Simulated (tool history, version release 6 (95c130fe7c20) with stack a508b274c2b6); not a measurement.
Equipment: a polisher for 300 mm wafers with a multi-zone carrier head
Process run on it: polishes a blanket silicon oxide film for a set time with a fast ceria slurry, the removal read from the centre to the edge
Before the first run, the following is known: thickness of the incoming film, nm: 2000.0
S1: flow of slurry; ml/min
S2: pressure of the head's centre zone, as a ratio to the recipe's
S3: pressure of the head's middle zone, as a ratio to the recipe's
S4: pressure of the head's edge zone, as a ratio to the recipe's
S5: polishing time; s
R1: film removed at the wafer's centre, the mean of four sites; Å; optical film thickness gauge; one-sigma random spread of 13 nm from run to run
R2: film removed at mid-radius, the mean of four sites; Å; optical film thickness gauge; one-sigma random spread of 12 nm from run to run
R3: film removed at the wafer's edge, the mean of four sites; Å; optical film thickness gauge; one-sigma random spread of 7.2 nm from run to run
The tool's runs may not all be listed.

run 1 hour=0 | S1=225 S2=1 S3=1 S4=1 S5=50 | R1=6371.3 R2=6332.8 R3=6361.3
run 2 hour=6.1 | S1=225 S2=1 S3=1 S4=1 S5=61 | R1=7945.7 R2=7751.8 R3=7694.3
run 3 hour=15.1 | S1=225 S2=1 S3=1.06 S4=1 S5=61 | R1=7814.2 R2=7983.6 R3=7787.4
run 4 hour=23.8 | S1=225 S2=1 S3=1.1 S4=1 S5=61 | R1=7753.2 R2=8431.1 R3=7829.8
run 5 hour=27.5 | S1=225 S2=0.97 S3=1.1 S4=1 S5=61 | R1=7420.4 R2=8386.2 R3=7732
run 6 hour=30.3 | S1=225 S2=1.05 S3=1.1 S4=1 S5=61 | R1=8083.9 R2=8417.3 R3=7853.7

For run 7, what comes out?
run 7 hour=35.3 | S1=240 S2=1.07 S3=1.12 S4=0.99 S5=61 | R1=? R2=? R3=?

R1: 8703.7 Å
R2: 8503.4 Å
R3: 7929 Å
